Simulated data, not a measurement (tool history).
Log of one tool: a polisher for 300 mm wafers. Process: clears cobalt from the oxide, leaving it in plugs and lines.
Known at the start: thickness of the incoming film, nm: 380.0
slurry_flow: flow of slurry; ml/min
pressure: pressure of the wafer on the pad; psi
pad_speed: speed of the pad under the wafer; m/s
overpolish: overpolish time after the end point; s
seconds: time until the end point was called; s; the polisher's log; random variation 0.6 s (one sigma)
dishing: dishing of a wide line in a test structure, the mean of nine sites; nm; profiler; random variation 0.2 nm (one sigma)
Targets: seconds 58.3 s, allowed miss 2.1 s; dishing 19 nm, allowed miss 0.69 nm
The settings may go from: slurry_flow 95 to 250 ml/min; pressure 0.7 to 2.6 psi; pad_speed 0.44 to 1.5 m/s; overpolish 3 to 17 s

| run | hour | slurry_flow | pressure | pad_speed | overpolish | seconds | dishing |
|---|---|---|---|---|---|---|---|
| 1 | 0 | 160 | 1.6 | 0.96 | 9 | 103.5 | 22.812 |
| 2 | 7.7 | 160 | 1.6 | 0.96 | 8 | 102.5 | 20.731 |
| 3 | 15.6 | 125 | 1.6 | 0.96 | 8 | 104.98 | 20.118 |
| 4 | 19.7 | 115 | 1.9 | 0.96 | 6 | 93.243 | 18.673 |
| 5 | 21.9 | 115 | 1.9 | 0.96 | 4 | 90.983 | 13.555 |
| 6 | 24.2 | 130 | 2.1 | 0.96 | 4 | 81.907 | 14.818 |
| 7 | 26 | 135 | 2.3 | 0.98 | 4 | 71.846 | 15.888 |
| 8 | 30 | 140 | 2.4 | 1 | 4 | 68.595 | 16.845 |
| 9 | 38.7 | 140 | 2.5 | 1.02 | 4 | 64.117 | 17.668 |
| 10 | 39.5 | 145 | 2.5 | 1.04 | 4 | 61.505 | 17.716 |

4 next moves are on the table. One of them brings every result within its allowed miss. Which?
| A | 40.3 | 175 | 2.5 | 0.98 | 4 | ? | ? |
| B | 40.3 | 150 | 2.6 | 1.18 | 3 | ? | ? |
| C | 40.3 | 200 | 2.3 | 1.04 | 4 | ? | ? |
| D | 40.3 | 135 | 2.6 | 1.08 | 4 | ? | ? |

| move | seconds | dishing |
|---|---|---|
| A | 66.201 | 17.569 |
| B | 54.204 | 16.39 |
| C | 66.752 | 17.457 |
| D | 59.915 | 18.957 |
A: further off than the last run
B: further off than the last run
C: further off than the last run
D: meets every target
Move D is the one to make.

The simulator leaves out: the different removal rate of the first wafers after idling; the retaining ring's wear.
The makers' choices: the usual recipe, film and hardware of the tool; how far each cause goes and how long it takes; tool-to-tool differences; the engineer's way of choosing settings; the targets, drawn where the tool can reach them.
